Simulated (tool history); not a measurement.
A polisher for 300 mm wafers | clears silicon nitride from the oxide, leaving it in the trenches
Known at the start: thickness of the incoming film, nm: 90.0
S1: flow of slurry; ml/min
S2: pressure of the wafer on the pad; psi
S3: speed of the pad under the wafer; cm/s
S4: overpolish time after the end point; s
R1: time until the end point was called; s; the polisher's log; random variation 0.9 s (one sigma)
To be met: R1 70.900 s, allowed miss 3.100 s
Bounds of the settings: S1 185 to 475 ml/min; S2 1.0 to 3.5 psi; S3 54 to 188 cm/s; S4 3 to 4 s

{"run": 1, "hour": 0.0, "S1": 305, "S2": 2.2, "S3": 120, "S4": 4, "R1": 124.75}
{"run": 2, "hour": 0.5, "S1": 305, "S2": 2.6, "S3": 122, "S4": 4, "R1": 107.45}
{"run": 3, "hour": 5.0, "S1": 305, "S2": 2.9, "S3": 126, "S4": 4, "R1": 98.242}
{"run": 4, "hour": 8.2, "S1": 305, "S2": 2.9, "S3": 126, "S4": 3, "R1": 98.328}
{"run": 5, "hour": 12.2, "S1": 305, "S2": 3.1, "S3": 132, "S4": 3, "R1": 90.195}
{"run": 6, "hour": 21.0, "S1": 305, "S2": 3.1, "S3": 114, "S4": 3, "R1": 103.15}
{"run": 7, "hour": 24.0, "S1": 305, "S2": 3.2, "S3": 124, "S4": 3, "R1": 94.162}
{"run": 8, "hour": 29.4, "S1": 305, "S2": 3.3, "S3": 132, "S4": 3, "R1": 86.166}
{"run": 9, "hour": 36.8, "S1": 305, "S2": 3.4, "S3": 138, "S4": 3, "R1": 80.017}
{"run": 10, "hour": 44.4, "S1": 305, "S2": 3.4, "S3": 142, "S4": 3, "R1": 76.875}
{"run": 11, "hour": 53.1, "S1": 305, "S2": 3.4, "S3": 144, "S4": 3, "R1": 75.62}
{"run": 12, "hour": 57.6, "S1": 305, "S2": 3.4, "S3": 146, "S4": 3, "R1": 75.398}

4 next moves are on the table. One of them brings every result within its allowed miss. Which?
{"run": "A", "hour": 62.1, "S1": 335, "S2": 3.0, "S3": 150, "S4": 3, "R1": "?"}
{"run": "B", "hour": 62.1, "S1": 345, "S2": 3.1, "S3": 146, "S4": 3, "R1": "?"}
{"run": "C", "hour": 62.1, "S1": 300, "S2": 3.2, "S3": 132, "S4": 4, "R1": "?"}
{"run": "D", "hour": 62.1, "S1": 400, "S2": 3.5, "S3": 146, "S4": 4, "R1": "?"}

move=A R1=79.265
move=B R1=79.253
move=C R1=86.499
move=D R1=71.562
A: further off than the last run
B: further off than the last run
C: further off than the last run
D: meets every target
Answer: D
